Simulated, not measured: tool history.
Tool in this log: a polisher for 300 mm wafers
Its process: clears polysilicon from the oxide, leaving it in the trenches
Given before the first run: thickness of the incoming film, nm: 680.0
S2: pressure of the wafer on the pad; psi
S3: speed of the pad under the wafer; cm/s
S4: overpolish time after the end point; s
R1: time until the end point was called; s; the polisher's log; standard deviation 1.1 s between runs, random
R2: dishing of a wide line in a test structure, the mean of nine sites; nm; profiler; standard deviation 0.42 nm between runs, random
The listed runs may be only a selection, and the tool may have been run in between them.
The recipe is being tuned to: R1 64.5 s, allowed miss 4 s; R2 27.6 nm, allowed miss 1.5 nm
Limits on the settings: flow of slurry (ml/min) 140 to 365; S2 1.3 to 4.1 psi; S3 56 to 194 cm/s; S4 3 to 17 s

{"run": 1, "hour": 0.0, "flow of slurry (ml/min)": 235, "S2": 2.7, "S3": 124, "S4": 9, "R1": 40.149, "R2": 52.453}
{"run": 2, "hour": 3.6, "flow of slurry (ml/min)": 235, "S2": 2.7, "S3": 94, "S4": 9, "R1": 51.409, "R2": 48.291}
{"run": 3, "hour": 10.5, "flow of slurry (ml/min)": 235, "S2": 2.7, "S3": 120, "S4": 9, "R1": 41.017, "R2": 52.675}
{"run": 4, "hour": 14.2, "flow of slurry (ml/min)": 235, "S2": 2.7, "S3": 150, "S4": 9, "R1": 33.358, "R2": 55.95}
{"run": 5, "hour": 19.8, "flow of slurry (ml/min)": 235, "S2": 2.7, "S3": 130, "S4": 9, "R1": 37.719, "R2": 54.951}
{"run": 6, "hour": 27.5, "flow of slurry (ml/min)": 235, "S2": 2.7, "S3": 118, "S4": 8, "R1": 42.467, "R2": 50.595}
{"run": 7, "hour": 31.7, "flow of slurry (ml/min)": 235, "S2": 2.7, "S3": 108, "S4": 7, "R1": 44.522, "R2": 47.159}
{"run": 8, "hour": 40.1, "flow of slurry (ml/min)": 235, "S2": 2.7, "S3": 100, "S4": 6, "R1": 48.819, "R2": 42.311}
{"run": 9, "hour": 49.1, "flow of slurry (ml/min)": 235, "S2": 2.7, "S3": 92, "S4": 6, "R1": 52.477, "R2": 42.156}
{"run": 10, "hour": 50.3, "flow of slurry (ml/min)": 235, "S2": 2.7, "S3": 86, "S4": 6, "R1": 55.526, "R2": 39.576}
{"run": 11, "hour": 59.4, "flow of slurry (ml/min)": 235, "S2": 2.7, "S3": 82, "S4": 6, "R1": 58.847, "R2": 38.58}
{"hour": 65.7, "done": "slurry nozzle cleaned"}
{"run": 12, "hour": 65.7, "flow of slurry (ml/min)": 235, "S2": 2.7, "S3": 82, "S4": 6, "R1": 55.889, "R2": 38.762}
{"run": 13, "hour": 66.5, "flow of slurry (ml/min)": 235, "S2": 2.7, "S3": 78, "S4": 6, "R1": 58.336, "R2": 37.896}
{"run": 14, "hour": 75.4, "flow of slurry (ml/min)": 235, "S2": 2.7, "S3": 74, "S4": 6, "R1": 61.502, "R2": 36.734}
{"run": 15, "hour": 81.3, "flow of slurry (ml/min)": 235, "S2": 2.7, "S3": 72, "S4": 6, "R1": 64.563, "R2": 36.439}
{"run": 16, "hour": 86.6, "flow of slurry (ml/min)": 235, "S2": 2.7, "S3": 72, "S4": 6, "R1": 62.13, "R2": 36.994}
{"run": 17, "hour": 91.5, "flow of slurry (ml/min)": 235, "S2": 2.7, "S3": 70, "S4": 6, "R1": 65.012, "R2": 34.544}
{"run": 18, "hour": 95.8, "flow of slurry (ml/min)": 240, "S2": 3, "S3": 56, "S4": 3, "R1": 73.183, "R2": 20.555}
{"run": 19, "hour": 100.4, "flow of slurry (ml/min)": 240, "S2": 2.9, "S3": 60, "S4": 3, "R1": 71.733, "R2": 21.454}
{"run": 20, "hour": 105.3, "flow of slurry (ml/min)": 235, "S2": 2.9, "S3": 62, "S4": 3, "R1": 66.955, "R2": 21.092}
{"run": 21, "hour": 110.2, "flow of slurry (ml/min)": 240, "S2": 2.8, "S3": 64, "S4": 3, "R1": 70.512, "R2": 20.855}
{"run": 22, "hour": 116.1, "flow of slurry (ml/min)": 225, "S2": 2.8, "S3": 64, "S4": 3, "R1": 67.89, "R2": 20.999}
{"run": 23, "hour": 120.6, "flow of slurry (ml/min)": 235, "S2": 2.8, "S3": 66, "S4": 3, "R1": 66.671, "R2": 21.968}
{"run": 24, "hour": 124.7, "flow of slurry (ml/min)": 300, "S2": 2.8, "S3": 70, "S4": 7, "R1": 63.77, "R2": 39.981}
{"run": 25, "hour": 126.2, "flow of slurry (ml/min)": 235, "S2": 2.9, "S3": 70, "S4": 6, "R1": 60.51, "R2": 37.383}
{"run": 26, "hour": 134.6, "flow of slurry (ml/min)": 170, "S2": 2.9, "S3": 56, "S4": 3, "R1": 77.842, "R2": 19.889}
{"run": 27, "hour": 141.4, "flow of slurry (ml/min)": 175, "S2": 2.9, "S3": 60, "S4": 3, "R1": 73.828, "R2": 20.236}

Which of these 5 next moves meets every target?
{"run": "A", "hour": 148.2, "flow of slurry (ml/min)": 190, "S2": 2.6, "S3": 76, "S4": 5, "R1": "?", "R2": "?"}
{"run": "B", "hour": 148.2, "flow of slurry (ml/min)": 145, "S2": 2.9, "S3": 68, "S4": 4, "R1": "?", "R2": "?"}
{"run": "C", "hour": 148.2, "flow of slurry (ml/min)": 165, "S2": 2.9, "S3": 58, "S4": 4, "R1": "?", "R2": "?"}
{"run": "D", "hour": 148.2, "flow of slurry (ml/min)": 220, "S2": 2.9, "S3": 56, "S4": 4, "R1": "?", "R2": "?"}
{"run": "E", "hour": 148.2, "flow of slurry (ml/min)": 200, "S2": 2.9, "S3": 56, "S4": 4, "R1": "?", "R2": "?"}

move=A R1=62.307 R2=32.263
move=B R1=64.087 R2=27.128
move=C R1=73.413 R2=24.538
move=D R1=73.726 R2=24.459
move=E R1=74.397 R2=24.292
A: takes the biggest miss from the last run beyond its target
B: every result within its allowed miss
C: an improvement on the last run, though not all results are within tolerance
D: an improvement on the last run, though not all results are within tolerance
E: an improvement on the last run, though not all results are within tolerance
Correct choice: B, which meets every target
